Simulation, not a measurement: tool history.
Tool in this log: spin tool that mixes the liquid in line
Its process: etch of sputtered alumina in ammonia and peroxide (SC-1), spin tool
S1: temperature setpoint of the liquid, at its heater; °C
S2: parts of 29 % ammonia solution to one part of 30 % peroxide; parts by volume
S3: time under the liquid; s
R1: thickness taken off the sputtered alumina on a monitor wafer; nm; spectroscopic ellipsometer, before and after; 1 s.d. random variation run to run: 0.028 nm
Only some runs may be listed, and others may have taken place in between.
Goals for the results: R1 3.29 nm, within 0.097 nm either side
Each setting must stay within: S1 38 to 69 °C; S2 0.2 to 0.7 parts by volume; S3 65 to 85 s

Run 1, day 0: S1 53 °C, S2 0.4 parts by volume, S3 85 s. Result: R1 4.4561 nm.
Run 2, day 0.183: S1 52.5 °C, S2 0.4 parts by volume, S3 85 s. Result: R1 4.2977 nm.
Run 3, day 0.542: S1 52 °C, S2 0.4 parts by volume, S3 85 s. Result: R1 4.2987 nm.
Run 4, day 0.658: S1 51.5 °C, S2 0.4 parts by volume, S3 85 s. Result: R1 4.0896 nm.
Run 5, day 0.8: S1 51 °C, S2 0.4 parts by volume, S3 85 s. Result: R1 4.0001 nm.
Run 6, day 0.917: S1 50.5 °C, S2 0.4 parts by volume, S3 85 s. Result: R1 3.8283 nm.
Run 7, day 1.042: S1 50 °C, S2 0.4 parts by volume, S3 85 s. Result: R1 3.7677 nm.
Run 8, day 1.367: S1 50 °C, S2 0.4 parts by volume, S3 85 s. Result: R1 3.7622 nm.
Run 9, day 1.558: S1 49.5 °C, S2 0.4 parts by volume, S3 85 s. Result: R1 3.6367 nm.
Run 10, day 1.917: S1 48.5 °C, S2 0.4 parts by volume, S3 85 s. Result: R1 3.4835 nm.
Run 11, day 2.15: S1 48.5 °C, S2 0.4 parts by volume, S3 85 s. Result: R1 3.47 nm.

Pick the move, out of 5, that brings all results within their allowed miss; only one does.
Run A, day 2.383: S1 45.5 °C, S2 0.45 parts by volume, S3 85 s. Result: R1 ?.
Run B, day 2.383: S1 47 °C, S2 0.5 parts by volume, S3 85 s. Result: R1 ?.
Run C, day 2.383: S1 49 °C, S2 0.4 parts by volume, S3 85 s. Result: R1 ?.
Run D, day 2.383: S1 49 °C, S2 0.5 parts by volume, S3 85 s. Result: R1 ?.
Run E, day 2.383: S1 48.5 °C, S2 0.35 parts by volume, S3 85 s. Result: R1 ?.

move      R1
   A  2.9682
   B  3.2633
   C  3.5718
   D  3.6486
   E    3.43
A: takes the result that was furthest off past its target
B: all results in spec
C: its largest miss is bigger than the last run's
D: its largest miss is bigger than the last run's
E: better than the last run, though not everything is in spec
Answer: B

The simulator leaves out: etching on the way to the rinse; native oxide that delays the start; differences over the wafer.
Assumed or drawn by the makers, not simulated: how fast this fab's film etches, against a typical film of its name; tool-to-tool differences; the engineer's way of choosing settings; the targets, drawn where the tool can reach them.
